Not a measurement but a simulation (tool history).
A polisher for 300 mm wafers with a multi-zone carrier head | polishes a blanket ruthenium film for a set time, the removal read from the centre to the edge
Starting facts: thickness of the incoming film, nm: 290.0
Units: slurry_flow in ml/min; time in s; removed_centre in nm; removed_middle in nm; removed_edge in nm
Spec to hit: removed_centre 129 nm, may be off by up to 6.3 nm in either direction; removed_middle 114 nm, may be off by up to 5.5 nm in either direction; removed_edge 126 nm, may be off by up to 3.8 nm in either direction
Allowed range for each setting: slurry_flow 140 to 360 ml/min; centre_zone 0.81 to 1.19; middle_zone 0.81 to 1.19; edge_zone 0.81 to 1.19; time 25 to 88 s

run 1 day=0 | slurry_flow=230 centre_zone=1 middle_zone=1 edge_zone=1 time=56 | removed_centre=111.47 removed_middle=112.61 removed_edge=111.31
run 2 day=0.217 | slurry_flow=175 centre_zone=1 middle_zone=1 edge_zone=1 time=56 | removed_centre=106.97 removed_middle=107.77 removed_edge=108.51
run 3 day=0.471 | slurry_flow=175 centre_zone=1 middle_zone=1 edge_zone=0.92 time=56 | removed_centre=106.49 removed_middle=105.16 removed_edge=102.27
run 4 day=0.6 | slurry_flow=175 centre_zone=1 middle_zone=0.93 edge_zone=0.92 time=56 | removed_centre=108.19 removed_middle=101.21 removed_edge=103.06
run 5 day=0.8 | slurry_flow=175 centre_zone=1.06 middle_zone=0.93 edge_zone=0.92 time=56 | removed_centre=118.95 removed_middle=100.25 removed_edge=102.63
run 6 day=1.075 | slurry_flow=175 centre_zone=1.06 middle_zone=0.93 edge_zone=0.83 time=56 | removed_centre=115.49 removed_middle=101.2 removed_edge=98.341
run 7 day=1.325 | slurry_flow=190 centre_zone=1.05 middle_zone=0.93 edge_zone=0.88 time=57 | removed_centre=118.21 removed_middle=103.23 removed_edge=103.73
run 8 day=1.65 | slurry_flow=205 centre_zone=1.05 middle_zone=0.93 edge_zone=0.92 time=58 | removed_centre=116.54 removed_middle=106.11 removed_edge=106.55
run 9 day=1.875 | slurry_flow=190 centre_zone=1.07 middle_zone=0.85 edge_zone=1.02 time=68 | removed_centre=143.92 removed_middle=116.88 removed_edge=132.46
run 10 day=1.95 | slurry_flow=190 centre_zone=1.06 middle_zone=0.85 edge_zone=1.01 time=68 | removed_centre=141.63 removed_middle=115.69 removed_edge=131.79
run 11 day=2.321 | slurry_flow=190 centre_zone=1.05 middle_zone=0.85 edge_zone=1 time=68 | removed_centre=137.82 removed_middle=117.83 removed_edge=130.04
run 12 day=2.454 | slurry_flow=190 centre_zone=1.04 middle_zone=0.84 edge_zone=1 time=68 | removed_centre=137.34 removed_middle=115.5 removed_edge=129.8
run 13 day=2.783 | slurry_flow=190 centre_zone=1.03 middle_zone=0.84 edge_zone=0.99 time=68 | removed_centre=135.44 removed_middle=113.95 removed_edge=129.91
run 14 day=2.9 | slurry_flow=190 centre_zone=1.02 middle_zone=0.84 edge_zone=0.98 time=68 | removed_centre=138.64 removed_middle=114.06 removed_edge=129.97

5 candidate next runs follow, results not yet known. Just one meets every target within its allowed miss. Identify it.
run A day=3.017 | slurry_flow=165 centre_zone=1.03 middle_zone=0.9 edge_zone=1 time=66 | removed_centre=? removed_middle=? removed_edge=?
run B day=3.017 | slurry_flow=210 centre_zone=0.92 middle_zone=0.97 edge_zone=1.03 time=67 | removed_centre=? removed_middle=? removed_edge=?
run C day=3.017 | slurry_flow=220 centre_zone=0.83 middle_zone=0.92 edge_zone=1.07 time=65 | removed_centre=? removed_middle=? removed_edge=?
run D day=3.017 | slurry_flow=220 centre_zone=0.92 middle_zone=0.85 edge_zone=1.03 time=69 | removed_centre=? removed_middle=? removed_edge=?
run E day=3.017 | slurry_flow=170 centre_zone=1.04 middle_zone=0.81 edge_zone=0.95 time=70 | removed_centre=? removed_middle=? removed_edge=?

move=A removed_centre=127.86 removed_middle=112.45 removed_edge=126.98
move=B removed_centre=120.27 removed_middle=125.7 removed_edge=133.89
move=C removed_centre=105.81 removed_middle=117.39 removed_edge=133.02
move=D removed_centre=124.55 removed_middle=116.67 removed_edge=138.7
move=E removed_centre=137.53 removed_middle=109.86 removed_edge=132.01
A: each result inside its tolerance
B: pushes the last run's worst result past its target
C: pushes the last run's worst result past its target
D: meets the target for the result that was furthest off, but another lies outside its allowed miss
E: roughly where the last run was
Answer: A

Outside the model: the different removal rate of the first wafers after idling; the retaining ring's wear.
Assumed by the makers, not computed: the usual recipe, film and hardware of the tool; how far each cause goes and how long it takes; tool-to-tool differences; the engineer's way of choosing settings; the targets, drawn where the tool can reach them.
